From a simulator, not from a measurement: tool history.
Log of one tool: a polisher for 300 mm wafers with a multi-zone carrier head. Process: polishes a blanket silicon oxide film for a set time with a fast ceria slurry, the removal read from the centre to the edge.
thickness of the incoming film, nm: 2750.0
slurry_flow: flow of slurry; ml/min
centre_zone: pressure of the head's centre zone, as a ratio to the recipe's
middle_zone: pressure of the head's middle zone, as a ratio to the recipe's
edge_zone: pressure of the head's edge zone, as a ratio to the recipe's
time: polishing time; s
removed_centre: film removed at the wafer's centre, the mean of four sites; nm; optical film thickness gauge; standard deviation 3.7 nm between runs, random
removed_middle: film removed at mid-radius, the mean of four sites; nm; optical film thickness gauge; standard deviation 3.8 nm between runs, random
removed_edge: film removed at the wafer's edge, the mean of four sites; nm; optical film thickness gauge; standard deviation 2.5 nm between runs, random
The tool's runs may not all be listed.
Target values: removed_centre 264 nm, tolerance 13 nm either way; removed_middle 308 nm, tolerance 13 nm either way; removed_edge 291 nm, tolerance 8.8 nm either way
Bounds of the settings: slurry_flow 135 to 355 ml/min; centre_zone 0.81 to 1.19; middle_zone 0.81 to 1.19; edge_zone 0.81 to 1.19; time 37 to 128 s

{"run": 1, "hour": 0.0, "slurry_flow": 225, "centre_zone": 1, "middle_zone": 1, "edge_zone": 1, "time": 82, "removed_centre": 586.28, "removed_middle": 611.56, "removed_edge": 602.81}
{"run": 2, "hour": 7.0, "slurry_flow": 205, "centre_zone": 0.97, "middle_zone": 0.98, "edge_zone": 0.96, "time": 73, "removed_centre": 476.17, "removed_middle": 522.34, "removed_edge": 514.76}
{"run": 3, "hour": 14.3, "slurry_flow": 205, "centre_zone": 0.97, "middle_zone": 1.01, "edge_zone": 0.96, "time": 73, "removed_centre": 501.92, "removed_middle": 534.43, "removed_edge": 521.42}
{"run": 4, "hour": 21.5, "slurry_flow": 170, "centre_zone": 0.97, "middle_zone": 1.01, "edge_zone": 0.96, "time": 73, "removed_centre": 465.92, "removed_middle": 516.74, "removed_edge": 493.12}
{"run": 5, "hour": 28.6, "slurry_flow": 135, "centre_zone": 0.97, "middle_zone": 1.01, "edge_zone": 0.96, "time": 73, "removed_centre": 440.99, "removed_middle": 474.65, "removed_edge": 491.86}
{"run": 6, "hour": 33.8, "slurry_flow": 135, "centre_zone": 0.97, "middle_zone": 1.01, "edge_zone": 0.96, "time": 73, "removed_centre": 440.19, "removed_middle": 484.43, "removed_edge": 481.06}
{"run": 7, "hour": 38.2, "slurry_flow": 135, "centre_zone": 0.96, "middle_zone": 1.01, "edge_zone": 0.94, "time": 66, "removed_centre": 405.32, "removed_middle": 438.17, "removed_edge": 432.25}
{"run": 8, "hour": 45.7, "slurry_flow": 135, "centre_zone": 0.86, "middle_zone": 1.04, "edge_zone": 0.87, "time": 43, "removed_centre": 230.25, "removed_middle": 294.84, "removed_edge": 275.12}
{"run": 9, "hour": 53.7, "slurry_flow": 145, "centre_zone": 0.87, "middle_zone": 1.03, "edge_zone": 0.87, "time": 43, "removed_centre": 238.61, "removed_middle": 297.27, "removed_edge": 273.08}
{"run": 10, "hour": 61.7, "slurry_flow": 150, "centre_zone": 0.88, "middle_zone": 1.02, "edge_zone": 0.88, "time": 43, "removed_centre": 249.85, "removed_middle": 291.27, "removed_edge": 277.74}

Which of these 4 next moves meets every target?
{"run": "A", "hour": 69.7, "slurry_flow": 135, "centre_zone": 0.88, "middle_zone": 1.09, "edge_zone": 0.84, "time": 43, "removed_centre": "?", "removed_middle": "?", "removed_edge": "?"}
{"run": "B", "hour": 69.7, "slurry_flow": 140, "centre_zone": 0.83, "middle_zone": 0.99, "edge_zone": 0.87, "time": 42, "removed_centre": "?", "removed_middle": "?", "removed_edge": "?"}
{"run": "C", "hour": 69.7, "slurry_flow": 155, "centre_zone": 0.88, "middle_zone": 0.98, "edge_zone": 0.82, "time": 46, "removed_centre": "?", "removed_middle": "?", "removed_edge": "?"}
{"run": "D", "hour": 69.7, "slurry_flow": 230, "centre_zone": 0.9, "middle_zone": 0.88, "edge_zone": 0.84, "time": 41, "removed_centre": "?", "removed_middle": "?", "removed_edge": "?"}

move=A removed_centre=244.97 removed_middle=305.08 removed_edge=267.26
move=B removed_centre=228.19 removed_middle=277.15 removed_edge=267.23
move=C removed_centre=271.6 removed_middle=307.95 removed_edge=289.85
move=D removed_centre=266.77 removed_middle=268.41 removed_edge=274.75
A: misses by more than the last run did
B: misses by more than the last run did
C: all results land within tolerance of their targets
D: misses by more than the last run did
Answer: C

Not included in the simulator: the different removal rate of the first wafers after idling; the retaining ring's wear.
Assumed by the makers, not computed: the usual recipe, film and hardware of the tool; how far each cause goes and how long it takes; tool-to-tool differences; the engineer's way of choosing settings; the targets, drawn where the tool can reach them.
